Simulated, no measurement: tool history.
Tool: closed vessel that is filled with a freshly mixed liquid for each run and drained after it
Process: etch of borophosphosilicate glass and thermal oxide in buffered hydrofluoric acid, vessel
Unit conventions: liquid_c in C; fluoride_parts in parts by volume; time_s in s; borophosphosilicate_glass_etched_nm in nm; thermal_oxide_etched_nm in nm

run    day  liquid_c  fluoride_parts  time_s  borophosphosilicate_glass_etched_nm  thermal_oxide_etched_nm
  1      0        22            10.5      60                               80.027                   62.047
  2  0.125        22            10.5      50                               66.623                   51.431
  3  0.167        24               9      55                               91.995                   70.695
  4  0.492      25.5               9      55                               99.063                   76.423
  5  0.821      25.5            10.5      55                               87.413                   68.414
  6  1.167      26.5               9      60                               114.46                   88.549
  7  1.458      27.5               8      60                               135.76                   106.27
  8    1.5        28               7      60                               162.67                   125.78

Expected results for the next run?
  9  1.767        30             5.5      60                                    ?                        ?

borophosphosilicate_glass_etched_nm: 222.46 nm
thermal_oxide_etched_nm: 171.43 nm
